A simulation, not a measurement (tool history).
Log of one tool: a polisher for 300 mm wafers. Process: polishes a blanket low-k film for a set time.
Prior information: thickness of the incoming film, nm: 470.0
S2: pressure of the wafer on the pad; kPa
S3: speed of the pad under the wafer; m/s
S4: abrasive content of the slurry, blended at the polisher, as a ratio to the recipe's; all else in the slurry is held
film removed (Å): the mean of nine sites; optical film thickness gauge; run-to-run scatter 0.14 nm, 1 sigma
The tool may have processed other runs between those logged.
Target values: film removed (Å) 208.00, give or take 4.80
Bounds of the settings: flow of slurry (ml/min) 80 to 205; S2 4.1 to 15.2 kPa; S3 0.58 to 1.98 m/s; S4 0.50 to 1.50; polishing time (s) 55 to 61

{"run": 1, "hour": 0.0, "flow of slurry (ml/min)": 135, "S2": 9.7, "S3": 1.28, "S4": 1.0, "polishing time (s)": 61, "film removed (Å)": 237.55}
{"run": 2, "hour": 7.4, "flow of slurry (ml/min)": 125, "S2": 9.7, "S3": 1.28, "S4": 1.0, "polishing time (s)": 61, "film removed (Å)": 231.48}
{"run": 3, "hour": 15.0, "flow of slurry (ml/min)": 125, "S2": 8.3, "S3": 1.28, "S4": 1.0, "polishing time (s)": 61, "film removed (Å)": 200.18}
{"run": 4, "hour": 16.3, "flow of slurry (ml/min)": 125, "S2": 10.3, "S3": 1.28, "S4": 1.0, "polishing time (s)": 61, "film removed (Å)": 248.56}
{"run": 5, "hour": 21.6, "flow of slurry (ml/min)": 115, "S2": 10.3, "S3": 1.28, "S4": 1.0, "polishing time (s)": 61, "film removed (Å)": 244.73}
{"run": 6, "hour": 25.4, "flow of slurry (ml/min)": 110, "S2": 10.3, "S3": 1.28, "S4": 1.0, "polishing time (s)": 61, "film removed (Å)": 243.59}
{"run": 7, "hour": 31.9, "flow of slurry (ml/min)": 105, "S2": 9.7, "S3": 1.28, "S4": 1.0, "polishing time (s)": 61, "film removed (Å)": 227.06}
{"run": 8, "hour": 34.8, "flow of slurry (ml/min)": 100, "S2": 9.7, "S3": 1.28, "S4": 1.0, "polishing time (s)": 61, "film removed (Å)": 223.23}
{"run": 9, "hour": 39.0, "flow of slurry (ml/min)": 95, "S2": 9.7, "S3": 1.28, "S4": 1.0, "polishing time (s)": 61, "film removed (Å)": 224.43}

Consider the 5 candidate settings below. Which is the only one whose results all fall within their allowed miss of target?
{"run": "A", "hour": 43.2, "flow of slurry (ml/min)": 115, "S2": 11.7, "S3": 1.2, "S4": 0.75, "polishing time (s)": 55, "film removed (Å)": "?"}
{"run": "B", "hour": 43.2, "flow of slurry (ml/min)": 120, "S2": 8.3, "S3": 1.52, "S4": 1.0, "polishing time (s)": 56, "film removed (Å)": "?"}
{"run": "C", "hour": 43.2, "flow of slurry (ml/min)": 80, "S2": 10.3, "S3": 1.2, "S4": 1.1, "polishing time (s)": 61, "film removed (Å)": "?"}
{"run": "D", "hour": 43.2, "flow of slurry (ml/min)": 95, "S2": 10.3, "S3": 1.16, "S4": 0.9, "polishing time (s)": 58, "film removed (Å)": "?"}
{"run": "E", "hour": 43.2, "flow of slurry (ml/min)": 90, "S2": 9.0, "S3": 1.28, "S4": 1.05, "polishing time (s)": 56, "film removed (Å)": "?"}

move=A film_removed_(Å)=195.11
move=B film_removed_(Å)=206.61
move=C film_removed_(Å)=234.28
move=D film_removed_(Å)=197.60
move=E film_removed_(Å)=194.48
A: the result that was furthest off in the last run now lies on the other side of its target
B: all results land within tolerance of their targets
C: misses by more than the last run did
D: the result that was furthest off in the last run now lies on the other side of its target
E: the result that was furthest off in the last run now lies on the other side of its target
So the answer is move B, the one that meets all the targets.

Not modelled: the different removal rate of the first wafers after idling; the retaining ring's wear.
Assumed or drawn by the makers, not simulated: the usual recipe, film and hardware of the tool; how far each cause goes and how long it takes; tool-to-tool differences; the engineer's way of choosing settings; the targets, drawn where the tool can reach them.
